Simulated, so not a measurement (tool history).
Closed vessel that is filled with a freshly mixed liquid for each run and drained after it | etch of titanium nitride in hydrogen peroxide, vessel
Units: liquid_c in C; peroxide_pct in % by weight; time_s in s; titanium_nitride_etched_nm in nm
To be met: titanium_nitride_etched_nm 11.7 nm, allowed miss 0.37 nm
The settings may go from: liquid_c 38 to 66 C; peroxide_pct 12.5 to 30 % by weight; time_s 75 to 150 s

Run 1, hour 0: liquid_c 54 C, peroxide_pct 23.5 % by weight, time_s 150 s. Result: titanium_nitride_etched_nm 5.2398 nm.
Run 2, hour 6.7: liquid_c 55.5 C, peroxide_pct 23.5 % by weight, time_s 150 s. Result: titanium_nitride_etched_nm 5.7846 nm.
Run 3, hour 16: liquid_c 57 C, peroxide_pct 23.5 % by weight, time_s 150 s. Result: titanium_nitride_etched_nm 6.4513 nm.
Run 4, hour 18: liquid_c 58.5 C, peroxide_pct 23.5 % by weight, time_s 150 s. Result: titanium_nitride_etched_nm 7.0714 nm.
Run 5, hour 25.8: liquid_c 59.5 C, peroxide_pct 23.5 % by weight, time_s 150 s. Result: titanium_nitride_etched_nm 7.6535 nm.
Run 6, hour 29.3: liquid_c 60.5 C, peroxide_pct 23.5 % by weight, time_s 150 s. Result: titanium_nitride_etched_nm 8.3158 nm.
Run 7, hour 30.8: liquid_c 61 C, peroxide_pct 23.5 % by weight, time_s 150 s. Result: titanium_nitride_etched_nm 8.5806 nm.
Run 8, hour 39.9: liquid_c 61.5 C, peroxide_pct 23.5 % by weight, time_s 150 s. Result: titanium_nitride_etched_nm 8.809 nm.
Run 9, hour 43.8: liquid_c 62 C, peroxide_pct 23.5 % by weight, time_s 150 s. Result: titanium_nitride_etched_nm 9.0694 nm.
Run 10, hour 49.5: liquid_c 62.5 C, peroxide_pct 23.5 % by weight, time_s 150 s. Result: titanium_nitride_etched_nm 9.4339 nm.

Which of these 5 next moves meets every target?
Run A, hour 55.2: liquid_c 66 C, peroxide_pct 21 % by weight, time_s 150 s. Result: titanium_nitride_etched_nm ?.
Run B, hour 55.2: liquid_c 66 C, peroxide_pct 28 % by weight, time_s 150 s. Result: titanium_nitride_etched_nm ?.
Run C, hour 55.2: liquid_c 65 C, peroxide_pct 19 % by weight, time_s 150 s. Result: titanium_nitride_etched_nm ?.
Run D, hour 55.2: liquid_c 66 C, peroxide_pct 19.5 % by weight, time_s 145 s. Result: titanium_nitride_etched_nm ?.
Run E, hour 55.2: liquid_c 65 C, peroxide_pct 22.5 % by weight, time_s 150 s. Result: titanium_nitride_etched_nm ?.

move  titanium_nitride_etched_nm
   A                      11.573
   B                       12.32
   C                      10.606
   D                       11.01
   E                      10.998
A: meets every target
B: takes the result that was furthest off past its target
C: nearer than the last run, and not there yet
D: nearer than the last run, and not there yet
E: nearer than the last run, and not there yet
Answer: A

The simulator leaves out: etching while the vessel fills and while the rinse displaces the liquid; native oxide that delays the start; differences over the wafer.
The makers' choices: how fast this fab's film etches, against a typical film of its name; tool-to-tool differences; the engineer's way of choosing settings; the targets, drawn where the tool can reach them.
